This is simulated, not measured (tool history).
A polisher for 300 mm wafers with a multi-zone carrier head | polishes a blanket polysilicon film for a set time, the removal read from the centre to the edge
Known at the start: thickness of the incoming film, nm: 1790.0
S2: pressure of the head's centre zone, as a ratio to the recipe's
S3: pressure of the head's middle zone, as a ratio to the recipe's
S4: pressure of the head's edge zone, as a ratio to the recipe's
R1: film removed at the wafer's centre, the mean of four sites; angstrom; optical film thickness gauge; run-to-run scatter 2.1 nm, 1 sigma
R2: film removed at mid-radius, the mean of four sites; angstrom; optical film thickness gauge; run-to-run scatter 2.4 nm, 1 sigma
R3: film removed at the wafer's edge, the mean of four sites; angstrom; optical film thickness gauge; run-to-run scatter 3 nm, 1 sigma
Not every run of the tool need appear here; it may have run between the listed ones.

Run 1, hour 0.0: flow of slurry (ml/min) 135, S2 1.00, S3 1.00, S4 1.00, polishing time (s) 45. Result: R1 3092.7 angstrom, R2 3069.5 angstrom, R3 3012.4 angstrom.
Run 2, hour 8.7: flow of slurry (ml/min) 135, S2 1.00, S3 1.00, S4 1.08, polishing time (s) 45. Result: R1 3079.5 angstrom, R2 3066.9 angstrom, R3 3106.2 angstrom.
Run 3, hour 9.9: flow of slurry (ml/min) 155, S2 1.00, S3 1.00, S4 1.08, polishing time (s) 45. Result: R1 3196.0 angstrom, R2 3199.3 angstrom, R3 3187.7 angstrom.
Run 4, hour 11.6: flow of slurry (ml/min) 145, S2 1.00, S3 1.00, S4 1.03, polishing time (s) 44. Result: R1 3065.3 angstrom, R2 3051.4 angstrom, R3 3106.8 angstrom.
Run 5, hour 16.7: flow of slurry (ml/min) 130, S2 1.01, S3 1.02, S4 1.02, polishing time (s) 43. Result: R1 2969.9 angstrom, R2 2968.9 angstrom, R3 2937.7 angstrom.
Run 6, hour 18.5: flow of slurry (ml/min) 120, S2 1.01, S3 1.03, S4 0.97, polishing time (s) 42. Result: R1 2830.7 angstrom, R2 2846.2 angstrom, R3 2753.0 angstrom.
Run 7, hour 24.9: flow of slurry (ml/min) 120, S2 1.01, S3 1.03, S4 0.97, polishing time (s) 42. Result: R1 2825.9 angstrom, R2 2866.8 angstrom, R3 2762.3 angstrom.
Run 8, hour 27.5: flow of slurry (ml/min) 115, S2 1.01, S3 1.03, S4 0.95, polishing time (s) 42. Result: R1 2815.3 angstrom, R2 2870.6 angstrom, R3 2767.9 angstrom.

Forecast run 9:
Run 9, hour 35.3: flow of slurry (ml/min) 115, S2 1.01, S3 1.03, S4 0.95, polishing time (s) 42. Result: R1 ?, R2 ?, R3 ?.

{"run 9": {"R1": 2818.0, "R2": 2822.8, "R3": 2695.5}}

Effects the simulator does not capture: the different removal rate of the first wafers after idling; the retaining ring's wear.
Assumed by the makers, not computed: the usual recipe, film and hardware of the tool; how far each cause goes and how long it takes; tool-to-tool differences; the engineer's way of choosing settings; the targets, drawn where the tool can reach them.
